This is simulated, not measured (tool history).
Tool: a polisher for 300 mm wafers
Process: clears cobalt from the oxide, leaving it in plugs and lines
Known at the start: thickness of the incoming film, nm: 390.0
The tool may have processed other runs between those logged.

run	hour	flow of slurry (ml/min)	pressure of the wafer on the pad (psi)	speed of the pad under the wafer (cm/s)	overpolish time after the end point (s)	time until the end point was called (s)	dishing of a wide line in a test structure (Å)
1	0	220	2.3	92	26	71.789	604.5
2	2.6	190	2.3	92	26	70.066	599.08
3	4.5	190	2.4	92	26	69.042	597.02
4	12.7	190	2.5	92	27	64.95	596.6
# hour 18.2: head pressure recalibrated
5	18.2	190	2.6	92	28	67.927	604.04
6	26	190	2.6	78	28	80.112	583.47

Run 7 has not been measured yet. What should we expect?
7	31.7	190	2.8	80	29	?	?

time until the end point was called (s): 72.258
dishing of a wide line in a test structure (Å): 599.39
